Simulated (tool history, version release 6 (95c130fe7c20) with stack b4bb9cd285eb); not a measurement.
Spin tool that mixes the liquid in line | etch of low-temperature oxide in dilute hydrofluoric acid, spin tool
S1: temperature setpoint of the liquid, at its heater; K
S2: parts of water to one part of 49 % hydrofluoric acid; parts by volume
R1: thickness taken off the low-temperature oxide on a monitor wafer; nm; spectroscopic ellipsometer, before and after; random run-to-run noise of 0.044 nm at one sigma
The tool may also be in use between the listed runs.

run 1 day=0.000 | S1=293.15 S2=200 time_under_the_liquid_(s)=225 | R1=10.3130
run 2 day=0.142 | S1=292.65 S2=210 time_under_the_liquid_(s)=225 | R1=9.7259
run 3 day=0.442 | S1=292.15 S2=220 time_under_the_liquid_(s)=225 | R1=9.0323
run 4 day=0.525 | S1=290.15 S2=220 time_under_the_liquid_(s)=225 | R1=8.3276
run 5 day=0.800 | S1=292.65 S2=220 time_under_the_liquid_(s)=225 | R1=9.1728
run 6 day=0.846 | S1=290.15 S2=220 time_under_the_liquid_(s)=225 | R1=8.2181
run 7 day=1.133 | S1=290.15 S2=230 time_under_the_liquid_(s)=225 | R1=7.7889
-- day=1.171 thermometer replaced
run 8 day=1.171 | S1=290.15 S2=235 time_under_the_liquid_(s)=225 | R1=7.1467
run 9 day=1.283 | S1=290.15 S2=240 time_under_the_liquid_(s)=225 | R1=6.8574

Run 10 comes next. What will it give?
run 10 day=1.525 | S1=290.15 S2=250 time_under_the_liquid_(s)=225 | R1=?

Run 10 yielded R1 6.4825 nm.

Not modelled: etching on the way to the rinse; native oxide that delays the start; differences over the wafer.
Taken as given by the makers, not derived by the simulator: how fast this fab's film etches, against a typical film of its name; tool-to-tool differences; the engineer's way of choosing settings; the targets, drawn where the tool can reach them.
